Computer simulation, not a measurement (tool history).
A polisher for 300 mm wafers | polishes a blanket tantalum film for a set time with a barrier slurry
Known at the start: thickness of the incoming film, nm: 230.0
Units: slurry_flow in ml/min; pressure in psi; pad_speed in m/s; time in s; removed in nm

Run 1, hour 0.0: slurry_flow 185 ml/min, pressure 2.1 psi, pad_speed 1.20 m/s, slurry_solids 1.00, time 23 s. Result: removed 54.127 nm.
Run 2, hour 4.5: slurry_flow 180 ml/min, pressure 1.8 psi, pad_speed 1.10 m/s, slurry_solids 1.00, time 23 s. Result: removed 42.158 nm.
Run 3, hour 7.8: slurry_flow 180 ml/min, pressure 1.4 psi, pad_speed 1.10 m/s, slurry_solids 1.00, time 23 s. Result: removed 33.734 nm.
Run 4, hour 13.6: slurry_flow 180 ml/min, pressure 1.4 psi, pad_speed 1.10 m/s, slurry_solids 1.15, time 23 s. Result: removed 34.963 nm.
Run 5, hour 18.3: slurry_flow 205 ml/min, pressure 1.4 psi, pad_speed 1.10 m/s, slurry_solids 1.15, time 23 s. Result: removed 35.150 nm.
Run 6, hour 24.5: slurry_flow 205 ml/min, pressure 1.3 psi, pad_speed 1.02 m/s, slurry_solids 1.15, time 23 s. Result: removed 30.741 nm.

Run 7 comes next. What will it give?
Run 7, hour 31.6: slurry_flow 205 ml/min, pressure 1.2 psi, pad_speed 0.98 m/s, slurry_solids 1.15, time 23 s. Result: removed ?.

Run 7 gave removed 26.887 nm.
